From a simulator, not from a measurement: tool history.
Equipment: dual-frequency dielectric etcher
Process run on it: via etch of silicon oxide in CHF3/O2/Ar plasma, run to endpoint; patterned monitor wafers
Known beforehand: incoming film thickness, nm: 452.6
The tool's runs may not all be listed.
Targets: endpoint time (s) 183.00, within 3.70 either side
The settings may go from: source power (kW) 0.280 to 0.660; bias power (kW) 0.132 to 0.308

run 1 day=0.000 | source_power_(kW)=0.470 bias_power_(kW)=0.220 | endpoint_time_(s)=210.12
run 2 day=0.325 | source_power_(kW)=0.500 bias_power_(kW)=0.223 | endpoint_time_(s)=205.60
run 3 day=0.375 | source_power_(kW)=0.500 bias_power_(kW)=0.238 | endpoint_time_(s)=201.19
run 4 day=0.596 | source_power_(kW)=0.500 bias_power_(kW)=0.219 | endpoint_time_(s)=208.91
run 5 day=0.962 | source_power_(kW)=0.500 bias_power_(kW)=0.186 | endpoint_time_(s)=220.61
run 6 day=1.179 | source_power_(kW)=0.440 bias_power_(kW)=0.186 | endpoint_time_(s)=227.20
run 7 day=1.546 | source_power_(kW)=0.540 bias_power_(kW)=0.230 | endpoint_time_(s)=199.01
run 8 day=1.708 | source_power_(kW)=0.560 bias_power_(kW)=0.233 | endpoint_time_(s)=197.38
run 9 day=1.958 | source_power_(kW)=0.570 bias_power_(kW)=0.238 | endpoint_time_(s)=194.00

Of the 5 settings listed for the next run, only one would bring every result within its allowed miss of target. Which one?
run A day=2.208 | source_power_(kW)=0.550 bias_power_(kW)=0.208 | endpoint_time_(s)=?
run B day=2.208 | source_power_(kW)=0.650 bias_power_(kW)=0.279 | endpoint_time_(s)=?
run C day=2.208 | source_power_(kW)=0.590 bias_power_(kW)=0.304 | endpoint_time_(s)=?
run D day=2.208 | source_power_(kW)=0.530 bias_power_(kW)=0.212 | endpoint_time_(s)=?
run E day=2.208 | source_power_(kW)=0.650 bias_power_(kW)=0.246 | endpoint_time_(s)=?

move=A endpoint_time_(s)=205.83
move=B endpoint_time_(s)=176.44
move=C endpoint_time_(s)=175.60
move=D endpoint_time_(s)=206.54
move=E endpoint_time_(s)=184.79
A: lands further from the targets than the last run did
B: moves the result that the last run missed by most past its target, out the other side
C: moves the result that the last run missed by most past its target, out the other side
D: lands further from the targets than the last run did
E: all results land within tolerance of their targets
E is the move that brings every result within its allowed miss.
